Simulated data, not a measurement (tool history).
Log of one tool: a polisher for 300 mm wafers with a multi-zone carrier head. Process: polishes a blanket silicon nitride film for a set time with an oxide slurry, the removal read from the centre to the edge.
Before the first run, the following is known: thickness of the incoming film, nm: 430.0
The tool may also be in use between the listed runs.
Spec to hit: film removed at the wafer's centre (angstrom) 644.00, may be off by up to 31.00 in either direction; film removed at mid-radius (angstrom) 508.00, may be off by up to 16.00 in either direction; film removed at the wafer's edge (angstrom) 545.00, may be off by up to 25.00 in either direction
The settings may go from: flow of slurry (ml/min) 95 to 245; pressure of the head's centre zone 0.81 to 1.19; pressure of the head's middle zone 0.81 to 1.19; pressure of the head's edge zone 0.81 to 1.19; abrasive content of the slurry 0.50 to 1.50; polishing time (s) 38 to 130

run,hour,flow of slurry (ml/min),pressure of the head's centre zone,pressure of the head's middle zone,pressure of the head's edge zone,abrasive content of the slurry,polishing time (s),film removed at the wafer's centre (angstrom),film removed at mid-radius (angstrom),film removed at the wafer's edge (angstrom)
1,0.0,155,1.00,1.00,1.00,1.00,84,663.87,675.90,694.79
2,5.9,155,1.00,1.00,1.00,1.20,84,745.00,744.49,734.51
3,7.6,155,0.94,1.00,1.00,1.20,84,715.98,742.39,735.47
4,12.0,155,1.00,0.97,0.96,1.10,82,698.52,685.81,676.87
5,17.9,155,1.00,0.97,0.96,0.90,82,645.59,630.20,624.13
6,21.8,150,1.02,0.93,0.95,0.85,82,636.25,586.09,619.84
7,23.2,145,1.04,0.91,0.92,0.80,82,600.77,553.34,568.37
8,25.7,145,1.07,0.89,0.91,0.80,82,630.49,540.05,573.46
9,33.6,140,1.08,0.88,0.90,0.80,82,640.06,529.77,573.04
10,39.4,135,1.09,0.88,0.89,0.80,82,644.15,543.29,561.30
11,40.1,135,1.09,0.87,0.88,0.80,82,656.44,534.67,562.86
12,44.4,135,1.09,0.86,0.88,0.80,82,628.19,524.65,563.60
13,50.3,135,1.10,0.86,0.87,0.80,82,644.72,524.89,562.18
14,56.2,135,1.10,0.86,0.86,0.80,82,652.79,529.65,563.43

Which single option among these 4 for the next run brings every result within its allowed miss of target? Just one does.
A,62.1,135,1.04,0.85,0.81,0.70,96,?,?,?
B,62.1,190,1.04,0.90,0.87,0.60,96,?,?,?
C,62.1,155,1.16,0.87,0.90,0.90,73,?,?,?
D,62.1,120,1.10,0.91,0.81,0.90,78,?,?,?

move,film removed at the wafer's centre (angstrom),film removed at mid-radius (angstrom),film removed at the wafer's edge (angstrom)
A,662.18,566.55,601.84
B,636.96,568.30,587.95
C,640.03,503.76,548.19
D,630.69,543.07,547.09
A: the biggest miss grows against the last run
B: the biggest miss grows against the last run
C: all results land within tolerance of their targets
D: the biggest miss grows against the last run
C meets every target.

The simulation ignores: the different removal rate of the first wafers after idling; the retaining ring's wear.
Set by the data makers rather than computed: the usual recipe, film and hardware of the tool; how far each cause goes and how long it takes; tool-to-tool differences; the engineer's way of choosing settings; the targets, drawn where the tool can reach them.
